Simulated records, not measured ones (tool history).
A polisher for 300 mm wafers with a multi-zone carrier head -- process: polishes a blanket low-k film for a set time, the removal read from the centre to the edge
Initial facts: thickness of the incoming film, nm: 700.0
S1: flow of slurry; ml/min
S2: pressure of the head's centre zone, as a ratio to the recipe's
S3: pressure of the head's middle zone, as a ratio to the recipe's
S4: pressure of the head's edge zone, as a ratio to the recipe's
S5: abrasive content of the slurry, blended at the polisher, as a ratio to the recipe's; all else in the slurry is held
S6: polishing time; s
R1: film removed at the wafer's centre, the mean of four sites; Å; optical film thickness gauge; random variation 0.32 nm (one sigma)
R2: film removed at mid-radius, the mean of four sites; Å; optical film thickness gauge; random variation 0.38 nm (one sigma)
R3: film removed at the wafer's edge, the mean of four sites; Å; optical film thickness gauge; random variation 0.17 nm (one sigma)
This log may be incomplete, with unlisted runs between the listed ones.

run	day	S1	S2	S3	S4	S5	S6	R1	R2	R3
1	0.000	240	1.00	1.00	1.00	1.00	83	329.40	322.13	307.80
2	0.262	240	1.00	1.00	1.00	1.10	83	347.99	343.65	319.70
3	0.579	240	1.00	1.00	1.05	1.10	83	345.68	338.57	331.16
4	0.688	240	1.00	1.00	1.05	1.10	96	406.47	394.79	383.26
5	0.971	225	0.95	0.96	1.00	0.95	96	343.65	349.45	343.93
6	1.100	215	0.93	0.92	0.96	0.90	96	324.78	332.38	328.94
7	1.183	205	0.92	0.89	0.94	0.85	96	311.46	311.02	314.64
8	1.383	195	0.90	0.87	0.91	0.80	96	290.69	289.50	297.36
9	1.579	185	0.89	0.86	0.90	0.80	96	283.63	284.91	297.03
10	1.612	180	0.89	0.86	0.88	0.80	96	287.87	286.54	291.15
# day 1.917: edge zone pressure recalibrated
11	1.917	175	0.88	0.85	0.87	0.80	96	279.96	281.69	298.91
12	2.038	175	0.89	0.87	0.85	0.70	96	254.38	268.49	270.07

Estimate the outcome of run 13 from the log above:
13	2.333	185	0.89	0.87	0.87	0.70	96	?	?	?

{"run 13": {"R1": 260.64, "R2": 267.52, "R3": 277.17}}
